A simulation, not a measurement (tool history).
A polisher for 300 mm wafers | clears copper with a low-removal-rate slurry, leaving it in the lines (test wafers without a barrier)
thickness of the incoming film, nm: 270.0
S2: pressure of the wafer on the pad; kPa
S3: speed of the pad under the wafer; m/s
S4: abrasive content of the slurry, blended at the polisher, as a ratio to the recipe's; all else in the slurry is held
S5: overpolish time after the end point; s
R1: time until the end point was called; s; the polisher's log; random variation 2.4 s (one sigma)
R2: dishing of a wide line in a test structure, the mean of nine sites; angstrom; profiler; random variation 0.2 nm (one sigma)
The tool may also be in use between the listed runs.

Run 1, day 0.000: flow of slurry (ml/min) 225, S2 20.0 kPa, S3 1.02 m/s, S4 1.00, S5 8 s. Result: R1 80.462 s, R2 248.570 angstrom.
Run 2, day 0.262: flow of slurry (ml/min) 225, S2 16.5 kPa, S3 0.98 m/s, S4 1.00, S5 8 s. Result: R1 97.566 s, R2 197.860 angstrom.
Run 3, day 0.604: flow of slurry (ml/min) 225, S2 16.5 kPa, S3 0.98 m/s, S4 0.85, S5 8 s. Result: R1 100.510 s, R2 192.230 angstrom.
Run 4, day 0.979: flow of slurry (ml/min) 225, S2 16.5 kPa, S3 0.76 m/s, S4 0.85, S5 8 s. Result: R1 129.560 s, R2 151.220 angstrom.
Run 5, day 1.075: flow of slurry (ml/min) 225, S2 16.5 kPa, S3 0.76 m/s, S4 0.85, S5 5 s. Result: R1 127.870 s, R2 97.223 angstrom.
Run 6, day 1.388: flow of slurry (ml/min) 225, S2 16.5 kPa, S3 0.76 m/s, S4 0.70, S5 5 s. Result: R1 132.910 s, R2 91.544 angstrom.
Run 7, day 1.658: flow of slurry (ml/min) 230, S2 15.2 kPa, S3 0.76 m/s, S4 0.75, S5 6 s. Result: R1 144.410 s, R2 100.990 angstrom.

The next listed run, before its measurement:
Run 8, day 1.725: flow of slurry (ml/min) 230, S2 14.5 kPa, S3 0.76 m/s, S4 0.75, S5 7 s. Result: R1 ?, R2 ?.

{"run 8": {"R1": 151.81, "R2": 117.17}}
